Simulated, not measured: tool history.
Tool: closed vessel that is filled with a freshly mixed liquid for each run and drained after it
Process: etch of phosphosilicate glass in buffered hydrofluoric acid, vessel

run,hour,temperature setpoint of the liquid (K),parts of 40 % ammonium fluoride to one part of 49 % hydrofluoric acid (parts by volume),time in the liquid (s),thickness taken off the phosphosilicate glass on a monitor wafer (nm)
1,0,295.15,7,95,350.59
2,3.9,295.15,7,95,352.89
3,5.2,295.15,5.5,95,426.36
4,11.2,295.15,6.5,95,368.41
5,13.6,295.15,6.5,100,392.31
6,21.2,295.15,6.5,95,372.12
7,26.8,297.15,6.5,95,416.23

For run 8, what comes out?
8,30.3,298.65,6.5,95,?

{"run 8": {"thickness taken off the phosphosilicate glass on a monitor wafer (nm)": 449.8}}
